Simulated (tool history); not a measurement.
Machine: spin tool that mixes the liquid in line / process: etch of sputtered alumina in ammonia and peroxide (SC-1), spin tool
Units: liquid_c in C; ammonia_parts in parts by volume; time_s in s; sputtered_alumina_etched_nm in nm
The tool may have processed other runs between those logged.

run 1 hour=0 | liquid_c=57 ammonia_parts=0.55 time_s=260 | sputtered_alumina_etched_nm=20.001
run 2 hour=3.1 | liquid_c=57 ammonia_parts=0.65 time_s=260 | sputtered_alumina_etched_nm=20.327
run 3 hour=4.7 | liquid_c=58.5 ammonia_parts=0.65 time_s=260 | sputtered_alumina_etched_nm=22.131
run 4 hour=8.8 | liquid_c=59.5 ammonia_parts=0.65 time_s=260 | sputtered_alumina_etched_nm=23.244
run 5 hour=11.5 | liquid_c=59.5 ammonia_parts=0.65 time_s=280 | sputtered_alumina_etched_nm=24.962
run 6 hour=12.7 | liquid_c=59.5 ammonia_parts=0.8 time_s=280 | sputtered_alumina_etched_nm=25.486
run 7 hour=14.4 | liquid_c=60 ammonia_parts=0.8 time_s=280 | sputtered_alumina_etched_nm=26.205

For run 8, what comes out?
run 8 hour=17 | liquid_c=60.5 ammonia_parts=0.8 time_s=280 | sputtered_alumina_etched_nm=?

sputtered_alumina_etched_nm: 26.805 nm
